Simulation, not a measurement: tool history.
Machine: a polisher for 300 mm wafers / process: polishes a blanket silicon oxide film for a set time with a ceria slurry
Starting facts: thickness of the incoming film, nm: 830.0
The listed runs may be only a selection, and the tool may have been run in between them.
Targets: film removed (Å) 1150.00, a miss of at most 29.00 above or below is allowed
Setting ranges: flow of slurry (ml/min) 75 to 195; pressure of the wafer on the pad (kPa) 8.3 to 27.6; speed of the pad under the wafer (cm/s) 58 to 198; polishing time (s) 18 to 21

run    day  flow of slurry (ml/min)  pressure of the wafer on the pad (kPa)  speed of the pad under the wafer (cm/s)  polishing time (s)  film removed (Å)
  1  0.000                      125                                    17.9                                      128                  21            998.77
  2  0.121                      135                                    17.9                                      128                  21           1011.70
  3  0.200                      135                                    15.2                                      128                  21            904.57
  4  0.308                      145                                    15.9                                      128                  21            940.02
  5  0.542                      150                                    16.5                                      128                  21            968.78
  6  0.883                      150                                    16.5                                      158                  21           1198.30
  7  1.254                      150                                    16.5                                      158                  21           1203.10
  8  1.550                      145                                    16.5                                      158                  21           1181.80

Which of these 4 next moves meets every target?
  A  1.846                      160                                    17.2                                      174                  19                 ?
  B  1.846                      135                                    18.6                                      154                  21                 ?
  C  1.846                      130                                    18.6                                      172                  19                 ?
  D  1.846                      100                                    20.7                                      164                  18                 ?

move  film removed (Å)
   A           1236.10
   B           1240.30
   C           1240.20
   D           1134.50
A: its largest miss is bigger than the last run's
B: its largest miss is bigger than the last run's
C: its largest miss is bigger than the last run's
D: each result inside its tolerance
Correct choice: D, which meets every target
